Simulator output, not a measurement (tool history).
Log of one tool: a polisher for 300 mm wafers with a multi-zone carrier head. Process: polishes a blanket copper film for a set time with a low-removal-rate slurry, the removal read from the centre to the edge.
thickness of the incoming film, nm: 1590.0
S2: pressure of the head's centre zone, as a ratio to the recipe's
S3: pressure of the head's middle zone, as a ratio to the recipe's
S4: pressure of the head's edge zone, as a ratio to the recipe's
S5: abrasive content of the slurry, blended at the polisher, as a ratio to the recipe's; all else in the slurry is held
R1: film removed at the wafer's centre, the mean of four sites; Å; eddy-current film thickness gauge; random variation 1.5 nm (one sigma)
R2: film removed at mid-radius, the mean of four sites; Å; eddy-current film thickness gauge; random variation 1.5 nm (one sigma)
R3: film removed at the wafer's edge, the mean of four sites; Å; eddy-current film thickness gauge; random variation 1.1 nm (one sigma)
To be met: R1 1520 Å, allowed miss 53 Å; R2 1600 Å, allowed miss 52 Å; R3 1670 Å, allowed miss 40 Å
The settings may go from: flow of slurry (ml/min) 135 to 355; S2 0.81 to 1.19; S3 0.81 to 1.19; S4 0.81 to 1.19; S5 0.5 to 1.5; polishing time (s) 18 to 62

Run 1, day 0: flow of slurry (ml/min) 225, S2 1, S3 1, S4 1, S5 1, polishing time (s) 40. Result: R1 1312.5 Å, R2 1339.1 Å, R3 1374.5 Å.
Run 2, day 0.225: flow of slurry (ml/min) 235, S2 1.01, S3 1.02, S4 1.04, S5 1.05, polishing time (s) 40. Result: R1 1379.3 Å, R2 1351 Å, R3 1408 Å.
Run 3, day 0.325: flow of slurry (ml/min) 235, S2 1.01, S3 1.02, S4 1.07, S5 1.05, polishing time (s) 40. Result: R1 1383.6 Å, R2 1375.6 Å, R3 1435.7 Å.
Run 4, day 0.55: flow of slurry (ml/min) 235, S2 0.93, S3 1.02, S4 1.07, S5 1.05, polishing time (s) 40. Result: R1 1262.9 Å, R2 1348 Å, R3 1445.3 Å.
Run 5, day 0.808: flow of slurry (ml/min) 235, S2 0.93, S3 1.02, S4 1.07, S5 1.25, polishing time (s) 40. Result: R1 1321.9 Å, R2 1381.3 Å, R3 1483.1 Å.
Run 6, day 0.962: flow of slurry (ml/min) 235, S2 0.93, S3 1.02, S4 1.03, S5 1.25, polishing time (s) 40. Result: R1 1329.4 Å, R2 1369 Å, R3 1462.1 Å.
Run 7, day 1.267: flow of slurry (ml/min) 245, S2 0.93, S3 1.04, S4 1.06, S5 1.3, polishing time (s) 40. Result: R1 1315.4 Å, R2 1443.5 Å, R3 1474 Å.
Run 8, day 1.475: flow of slurry (ml/min) 250, S2 0.94, S3 1.04, S4 1.08, S5 1.35, polishing time (s) 40. Result: R1 1339 Å, R2 1478 Å, R3 1521.5 Å.
Run 9, day 1.771: flow of slurry (ml/min) 260, S2 0.96, S3 1.03, S4 1.1, S5 1.4, polishing time (s) 40. Result: R1 1397.4 Å, R2 1466.6 Å, R3 1558.5 Å.
Run 10, day 1.946: flow of slurry (ml/min) 270, S2 0.97, S3 1.04, S4 1.11, S5 1.4, polishing time (s) 40. Result: R1 1419.2 Å, R2 1492.4 Å, R3 1562 Å.
Run 11, day 2.162: flow of slurry (ml/min) 275, S2 0.98, S3 1.04, S4 1.13, S5 1.4, polishing time (s) 40. Result: R1 1426.3 Å, R2 1463.6 Å, R3 1574.7 Å.
Run 12, day 2.296: flow of slurry (ml/min) 275, S2 0.99, S3 1.05, S4 1.14, S5 1.4, polishing time (s) 40. Result: R1 1437.9 Å, R2 1484.3 Å, R3 1576.2 Å.
Run 13, day 2.612: flow of slurry (ml/min) 280, S2 0.99, S3 1.06, S4 1.15, S5 1.4, polishing time (s) 40. Result: R1 1451.2 Å, R2 1506.4 Å, R3 1596 Å.
Run 14, day 2.988: flow of slurry (ml/min) 285, S2 0.99, S3 1.07, S4 1.16, S5 1.4, polishing time (s) 40. Result: R1 1427.1 Å, R2 1501 Å, R3 1598 Å.
Run 15, day 3.05: flow of slurry (ml/min) 285, S2 1, S3 1.08, S4 1.17, S5 1.4, polishing time (s) 40. Result: R1 1472.7 Å, R2 1512.3 Å, R3 1617.2 Å.
Run 16, day 3.412: flow of slurry (ml/min) 285, S2 1, S3 1.09, S4 1.17, S5 1.4, polishing time (s) 40. Result: R1 1452 Å, R2 1521.3 Å, R3 1585.3 Å.
Run 17, day 3.604: flow of slurry (ml/min) 290, S2 1, S3 1.09, S4 1.17, S5 1.4, polishing time (s) 40. Result: R1 1455.1 Å, R2 1536.4 Å, R3 1593.5 Å.

5 next moves are on the table. One of them brings every result within its allowed miss. Which?
Run A, day 3.796: flow of slurry (ml/min) 285, S2 1.03, S3 0.97, S4 1.19, S5 1.25, polishing time (s) 43. Result: R1 ?, R2 ?, R3 ?.
Run B, day 3.796: flow of slurry (ml/min) 305, S2 1.01, S3 1, S4 1.19, S5 1.35, polishing time (s) 41. Result: R1 ?, R2 ?, R3 ?.
Run C, day 3.796: flow of slurry (ml/min) 300, S2 0.98, S3 1.09, S4 1.13, S5 1.4, polishing time (s) 44. Result: R1 ?, R2 ?, R3 ?.
Run D, day 3.796: flow of slurry (ml/min) 260, S2 0.89, S3 1.04, S4 1.19, S5 1.5, polishing time (s) 41. Result: R1 ?, R2 ?, R3 ?.
Run E, day 3.796: flow of slurry (ml/min) 340, S2 1.01, S3 1.11, S4 1.19, S5 1.5, polishing time (s) 40. Result: R1 ?, R2 ?, R3 ?.

move      R1      R2      R3
   A  1582.2  1489.3  1693.3
   B  1515.3  1480.4  1645.4
   C  1591.8  1694.6  1730.6
   D  1356.1  1524.6  1655.1
   E  1525.6  1598.9  1647.9
A: brings the result that was furthest off to its target, and leaves another outside
B: brings the result that was furthest off to its target, and leaves another outside
C: takes the result that was furthest off past its target
D: brings the result that was furthest off to its target, and leaves another outside
E: meets every target
The right move is E.

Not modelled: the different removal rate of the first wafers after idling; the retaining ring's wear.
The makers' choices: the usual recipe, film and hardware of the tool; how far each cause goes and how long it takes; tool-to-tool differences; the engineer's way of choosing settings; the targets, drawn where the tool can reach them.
